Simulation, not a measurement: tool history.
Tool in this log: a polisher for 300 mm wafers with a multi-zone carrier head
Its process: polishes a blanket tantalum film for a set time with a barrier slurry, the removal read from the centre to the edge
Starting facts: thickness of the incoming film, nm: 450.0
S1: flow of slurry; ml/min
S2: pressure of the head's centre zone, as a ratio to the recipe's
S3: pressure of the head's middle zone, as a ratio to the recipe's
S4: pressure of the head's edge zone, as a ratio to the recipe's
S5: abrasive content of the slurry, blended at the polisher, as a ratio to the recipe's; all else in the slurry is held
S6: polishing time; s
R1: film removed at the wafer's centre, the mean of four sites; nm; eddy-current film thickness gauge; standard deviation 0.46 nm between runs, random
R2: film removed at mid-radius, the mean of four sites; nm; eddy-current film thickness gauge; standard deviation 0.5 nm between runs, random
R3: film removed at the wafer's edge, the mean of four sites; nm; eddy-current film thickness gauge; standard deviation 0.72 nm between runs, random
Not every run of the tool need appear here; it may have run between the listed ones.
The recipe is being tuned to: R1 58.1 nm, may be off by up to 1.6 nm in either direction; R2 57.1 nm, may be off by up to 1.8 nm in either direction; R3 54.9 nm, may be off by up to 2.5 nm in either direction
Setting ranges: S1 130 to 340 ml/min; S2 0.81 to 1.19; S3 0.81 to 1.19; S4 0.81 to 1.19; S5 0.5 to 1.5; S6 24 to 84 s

run	hour	S1	S2	S3	S4	S5	S6	R1	R2	R3
1	0	220	1	1	1	1	54	97.945	94.121	100.18
2	8.6	220	1	1	1	0.85	54	92.994	91.823	95.016
3	15.3	220	1	0.98	0.95	0.75	48	80.194	76.787	80.093
4	22.7	220	1	0.98	1.01	0.75	48	80.459	76.565	83.093
5	24.8	220	1	0.98	0.95	0.65	44	70.55	67.763	69.883
6	25.8	215	0.99	0.98	0.91	0.6	43	66.158	64.097	67.156
7	28.2	250	1.05	1.08	0.83	0.5	33	52.269	51.843	46.545
8	35.5	250	1.05	1.08	0.89	0.55	33	53.589	52.909	50.071
9	38.8	250	1.06	1.09	0.91	0.6	33	55.729	54.912	50.817

Which of these 4 next moves meets every target?
A	42.1	225	1.08	1.07	0.89	0.5	33	?	?	?
B	42.1	200	0.98	0.96	0.9	0.85	33	?	?	?
C	42.1	245	0.95	0.98	1	0.55	38	?	?	?
D	42.1	205	1.04	1.06	0.9	0.6	36	?	?	?

move	R1	R2	R3
A	52.951	50.558	47.093
B	55.048	53.051	54.729
C	55.837	56.313	59.564
D	57.999	57.164	54.126
A: lands further from the targets than the last run did
B: the furthest-off result lands on target, but another misses its tolerance
C: the result that was furthest off in the last run now lies on the other side of its target
D: all results land within tolerance of their targets
Correct choice: D, which meets every target
